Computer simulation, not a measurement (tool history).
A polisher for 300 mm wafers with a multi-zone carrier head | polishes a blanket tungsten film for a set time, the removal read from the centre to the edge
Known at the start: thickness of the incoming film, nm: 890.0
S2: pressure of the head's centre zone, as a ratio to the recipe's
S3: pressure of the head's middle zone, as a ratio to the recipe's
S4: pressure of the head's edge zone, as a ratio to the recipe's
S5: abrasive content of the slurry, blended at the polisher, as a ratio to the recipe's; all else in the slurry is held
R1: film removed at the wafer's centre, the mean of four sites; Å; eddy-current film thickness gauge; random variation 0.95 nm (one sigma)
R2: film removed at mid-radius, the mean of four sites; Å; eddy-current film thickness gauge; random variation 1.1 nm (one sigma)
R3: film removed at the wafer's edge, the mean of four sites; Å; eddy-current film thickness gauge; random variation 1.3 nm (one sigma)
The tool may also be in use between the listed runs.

run 1 day=0 | flow_of_slurry_(ml/min)=210 S2=1 S3=1 S4=1 S5=1 polishing_time_(s)=73 | R1=2050.8 R2=2036.5 R3=2040.8
run 2 day=0.221 | flow_of_slurry_(ml/min)=210 S2=1 S3=1 S4=1 S5=1 polishing_time_(s)=63 | R1=1765.3 R2=1788.1 R3=1747.3
run 3 day=0.288 | flow_of_slurry_(ml/min)=210 S2=1.04 S3=1 S4=1 S5=1 polishing_time_(s)=63 | R1=1811.6 R2=1735.1 R3=1736.1
run 4 day=0.483 | flow_of_slurry_(ml/min)=205 S2=1.02 S3=0.98 S4=0.99 S5=0.95 polishing_time_(s)=62 | R1=1733.3 R2=1676 R3=1724.4
run 5 day=0.838 | flow_of_slurry_(ml/min)=250 S2=1.02 S3=0.98 S4=0.99 S5=0.95 polishing_time_(s)=62 | R1=1780.4 R2=1727.3 R3=1729.2
run 6 day=0.992 | flow_of_slurry_(ml/min)=250 S2=1.01 S3=0.97 S4=0.98 S5=0.9 polishing_time_(s)=60 | R1=1696.4 R2=1602.9 R3=1647.7
run 7 day=1.212 | flow_of_slurry_(ml/min)=250 S2=1.01 S3=0.97 S4=0.98 S5=0.9 polishing_time_(s)=60 | R1=1692.4 R2=1610.8 R3=1652.3
run 8 day=1.525 | flow_of_slurry_(ml/min)=250 S2=1.01 S3=0.97 S4=0.98 S5=0.9 polishing_time_(s)=60 | R1=1704.4 R2=1607.7 R3=1649.7
run 9 day=1.617 | flow_of_slurry_(ml/min)=250 S2=0.99 S3=0.97 S4=0.97 S5=0.85 polishing_time_(s)=59 | R1=1626.8 R2=1551.1 R3=1564.2
run 10 day=1.8 | flow_of_slurry_(ml/min)=250 S2=0.99 S3=0.97 S4=0.97 S5=0.85 polishing_time_(s)=59 | R1=1596.8 R2=1581.1 R3=1551.8
run 11 day=1.846 | flow_of_slurry_(ml/min)=190 S2=0.89 S3=0.87 S4=0.87 S5=0.6 polishing_time_(s)=58 | R1=1238.3 R2=1215.7 R3=1325.5

Forecast run 12:
run 12 day=2.125 | flow_of_slurry_(ml/min)=190 S2=0.89 S3=0.88 S4=0.87 S5=0.6 polishing_time_(s)=58 | R1=? R2=? R3=?

Run 12 gave R1 1264.8 Å, R2 1211.9 Å, R3 1315.4 Å.
